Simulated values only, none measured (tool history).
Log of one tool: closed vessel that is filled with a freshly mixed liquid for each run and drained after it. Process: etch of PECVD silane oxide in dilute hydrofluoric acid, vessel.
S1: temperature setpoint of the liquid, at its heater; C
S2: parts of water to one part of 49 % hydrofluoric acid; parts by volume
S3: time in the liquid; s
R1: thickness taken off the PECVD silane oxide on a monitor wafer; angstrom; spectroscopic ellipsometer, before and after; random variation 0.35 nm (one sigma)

run  hour    S1  S2  S3      R1
  1   0.0  24.0  70  85  484.12
  2   4.6  24.0  85  85  395.01
  3   5.6  24.0  85  90  415.99
  4   8.5  25.0  85  90  435.79
  5  14.8  25.0  85  85  407.70
  6  20.3  26.0  85  85  426.24
  7  22.3  27.0  85  85  443.56
  8  28.0  27.5  85  85  449.76

The next listed run, before its measurement:
  9  30.1  28.0  85  85   ?

{"run 9": {"R1": 457.7}}
